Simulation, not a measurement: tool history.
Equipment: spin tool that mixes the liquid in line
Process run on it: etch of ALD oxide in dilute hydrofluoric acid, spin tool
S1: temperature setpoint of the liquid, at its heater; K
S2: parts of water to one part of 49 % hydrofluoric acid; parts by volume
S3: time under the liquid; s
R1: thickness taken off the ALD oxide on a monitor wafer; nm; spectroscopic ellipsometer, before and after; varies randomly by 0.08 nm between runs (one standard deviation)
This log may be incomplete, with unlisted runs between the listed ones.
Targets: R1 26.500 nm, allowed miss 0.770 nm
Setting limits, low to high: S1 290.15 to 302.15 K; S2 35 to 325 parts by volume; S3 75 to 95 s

{"run": 1, "hour": 0.0, "S1": 294.15, "S2": 180, "S3": 95, "R1": 10.997}
{"run": 2, "hour": 4.1, "S1": 296.15, "S2": 155, "S3": 95, "R1": 13.988}
{"run": 3, "hour": 12.1, "S1": 297.65, "S2": 140, "S3": 95, "R1": 16.768}
{"run": 4, "hour": 19.2, "S1": 295.15, "S2": 140, "S3": 95, "R1": 15.224}
{"run": 5, "hour": 21.9, "S1": 295.15, "S2": 140, "S3": 95, "R1": 15.209}
{"run": 6, "hour": 30.9, "S1": 296.65, "S2": 130, "S3": 95, "R1": 17.599}
{"run": 7, "hour": 31.6, "S1": 298.15, "S2": 125, "S3": 95, "R1": 19.563}
{"run": 8, "hour": 36.2, "S1": 299.15, "S2": 120, "S3": 95, "R1": 21.195}
{"run": 9, "hour": 43.5, "S1": 299.65, "S2": 115, "S3": 95, "R1": 22.913}

Which of these 4 next moves meets every target?
{"run": "A", "hour": 50.8, "S1": 302.15, "S2": 115, "S3": 95, "R1": "?"}
{"run": "B", "hour": 50.8, "S1": 301.15, "S2": 100, "S3": 95, "R1": "?"}
{"run": "C", "hour": 50.8, "S1": 301.65, "S2": 95, "S3": 75, "R1": "?"}
{"run": "D", "hour": 50.8, "S1": 301.15, "S2": 105, "S3": 95, "R1": "?"}

move=A R1=24.979
move=B R1=28.226
move=C R1=24.072
move=D R1=26.702
A: gains on the last run, yet a result remains outside its allowed miss
B: pushes the last run's worst result past its target
C: gains on the last run, yet a result remains outside its allowed miss
D: every result within its allowed miss
D is the move that brings every result within its allowed miss.
